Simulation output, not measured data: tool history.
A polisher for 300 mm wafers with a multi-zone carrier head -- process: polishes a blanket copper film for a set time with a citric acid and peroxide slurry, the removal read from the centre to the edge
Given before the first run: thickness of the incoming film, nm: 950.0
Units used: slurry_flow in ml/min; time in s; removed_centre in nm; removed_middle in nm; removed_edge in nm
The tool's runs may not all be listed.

run 1 hour=0.0 | slurry_flow=200 centre_zone=1.00 middle_zone=1.00 edge_zone=1.00 slurry_solids=1.00 time=65 | removed_centre=152.28 removed_middle=145.35 removed_edge=147.51
run 2 hour=3.4 | slurry_flow=200 centre_zone=1.00 middle_zone=1.05 edge_zone=1.00 slurry_solids=1.00 time=65 | removed_centre=148.68 removed_middle=149.68 removed_edge=146.27
run 3 hour=4.4 | slurry_flow=210 centre_zone=1.01 middle_zone=1.07 edge_zone=1.01 slurry_solids=1.10 time=66 | removed_centre=157.30 removed_middle=161.95 removed_edge=153.01
run 4 hour=13.2 | slurry_flow=210 centre_zone=1.01 middle_zone=1.07 edge_zone=1.01 slurry_solids=1.10 time=80 | removed_centre=190.50 removed_middle=199.23 removed_edge=187.63
run 5 hour=19.4 | slurry_flow=210 centre_zone=1.01 middle_zone=1.11 edge_zone=1.01 slurry_solids=1.10 time=80 | removed_centre=194.69 removed_middle=202.13 removed_edge=184.32
run 6 hour=24.4 | slurry_flow=250 centre_zone=1.01 middle_zone=1.11 edge_zone=1.01 slurry_solids=1.10 time=80 | removed_centre=194.06 removed_middle=212.40 removed_edge=191.34
-- hour=29.4 slurry nozzle cleaned
run 7 hour=29.4 | slurry_flow=235 centre_zone=1.00 middle_zone=1.10 edge_zone=0.99 slurry_solids=1.05 time=80 | removed_centre=204.45 removed_middle=215.84 removed_edge=194.10
run 8 hour=33.7 | slurry_flow=220 centre_zone=1.00 middle_zone=1.11 edge_zone=1.00 slurry_solids=1.05 time=79 | removed_centre=201.96 removed_middle=211.53 removed_edge=188.78

What will run 9 give?
run 9 hour=39.4 | slurry_flow=215 centre_zone=1.01 middle_zone=1.11 edge_zone=1.00 slurry_solids=1.10 time=78 | removed_centre=? removed_middle=? removed_edge=?

Run 9 gave removed_centre 199.05 nm, removed_middle 210.68 nm, removed_edge 186.81 nm.
